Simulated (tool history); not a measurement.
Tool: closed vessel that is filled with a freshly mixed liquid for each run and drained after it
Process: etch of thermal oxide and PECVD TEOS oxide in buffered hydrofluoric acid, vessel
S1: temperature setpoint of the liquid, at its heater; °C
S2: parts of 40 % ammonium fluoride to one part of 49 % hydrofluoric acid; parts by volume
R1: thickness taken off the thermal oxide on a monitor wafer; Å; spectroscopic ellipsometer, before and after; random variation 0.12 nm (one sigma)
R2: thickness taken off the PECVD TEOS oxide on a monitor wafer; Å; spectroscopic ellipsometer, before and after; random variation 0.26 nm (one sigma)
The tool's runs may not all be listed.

Run 1, hour 0: S1 21 °C, S2 16.5 parts by volume, time in the liquid (s) 60. Result: R1 357.37 Å, R2 793.63 Å.
Run 2, hour 1.5: S1 21 °C, S2 16.5 parts by volume, time in the liquid (s) 45. Result: R1 268.64 Å, R2 589.74 Å.
Run 3, hour 3: S1 19.5 °C, S2 19 parts by volume, time in the liquid (s) 45. Result: R1 215.32 Å, R2 471.13 Å.
Run 4, hour 11.2: S1 19.5 °C, S2 23.5 parts by volume, time in the liquid (s) 45. Result: R1 186.25 Å, R2 407.22 Å.
Run 5, hour 18.8: S1 18.5 °C, S2 24.5 parts by volume, time in the liquid (s) 45. Result: R1 166.44 Å, R2 369.76 Å.
Run 6, hour 24.3: S1 18.5 °C, S2 26.5 parts by volume, time in the liquid (s) 45. Result: R1 159.1 Å, R2 356.49 Å.
Run 7, hour 28.1: S1 18 °C, S2 26.5 parts by volume, time in the liquid (s) 45. Result: R1 152.81 Å, R2 339.74 Å.

The next listed run, before its measurement:
Run 8, hour 31.2: S1 17.5 °C, S2 26.5 parts by volume, time in the liquid (s) 45. Result: R1 ?, R2 ?.

Run 8 gave R1 152.27 Å, R2 330.54 Å.
